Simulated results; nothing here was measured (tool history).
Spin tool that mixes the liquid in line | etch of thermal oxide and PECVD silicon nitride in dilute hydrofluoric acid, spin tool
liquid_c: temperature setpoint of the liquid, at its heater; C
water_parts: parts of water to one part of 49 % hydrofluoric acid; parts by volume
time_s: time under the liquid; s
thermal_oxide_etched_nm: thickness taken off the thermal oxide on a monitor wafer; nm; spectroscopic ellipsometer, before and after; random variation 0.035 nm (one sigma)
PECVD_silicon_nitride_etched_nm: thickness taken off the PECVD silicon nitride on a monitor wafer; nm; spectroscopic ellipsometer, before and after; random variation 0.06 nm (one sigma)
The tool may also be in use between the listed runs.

| run | hour | liquid_c | water_parts | time_s | thermal_oxide_etched_nm | PECVD_silicon_nitride_etched_nm |
|---|---|---|---|---|---|---|
| 1 | 0.0 | 24.0 | 190 | 180 | 3.6555 | 3.2657 |
| 2 | 8.2 | 24.0 | 190 | 125 | 2.5741 | 2.2311 |
| 3 | 12.8 | 24.0 | 190 | 95 | 1.9531 | 1.7102 |
| 4 | 16.4 | 26.0 | 150 | 95 | 2.7990 | 2.4055 |
| 5 | 22.5 | 27.5 | 130 | 100 | 3.6949 | 3.2719 |
| 6 | 29.5 | 24.5 | 130 | 100 | 3.2652 | 2.6529 |

Run 7 comes next. What will it give?
| 7 | 37.6 | 26.5 | 115 | 100 | ? | ? |

Run 7 gave thermal_oxide_etched_nm 4.0960 nm, PECVD_silicon_nitride_etched_nm 3.4725 nm.

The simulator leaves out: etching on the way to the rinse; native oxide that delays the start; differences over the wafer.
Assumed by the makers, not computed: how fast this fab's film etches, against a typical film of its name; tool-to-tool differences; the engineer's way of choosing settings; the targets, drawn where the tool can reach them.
